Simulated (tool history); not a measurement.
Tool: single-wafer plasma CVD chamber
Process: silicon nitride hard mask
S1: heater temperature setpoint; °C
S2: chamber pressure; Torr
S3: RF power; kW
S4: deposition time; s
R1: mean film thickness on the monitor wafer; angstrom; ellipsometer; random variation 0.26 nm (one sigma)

run,hour,S1,S2,S3,S4,R1
1,0,400,1.64,0.285,33.4,420.28
2,6.7,393,1.64,0.285,33.4,421.54
3,10.2,393,1.73,0.29,33.4,434.19
4,15.5,393,1.73,0.29,33.4,436.86
5,24.4,393,1.8,0.29,33.4,440.05
6,26.2,393,1.87,0.29,33.4,442.73
7,29.1,393,1.92,0.295,33.4,453.39
8,32.6,393,1.97,0.295,33.4,456.6
9,35.6,393,2.01,0.295,33.4,459.38
10,42.4,393,2.05,0.295,33.4,462.07

The next listed run, before its measurement:
11,48.7,393,2.08,0.295,33.4,?

Run 11 gave R1 462.26 angstrom.
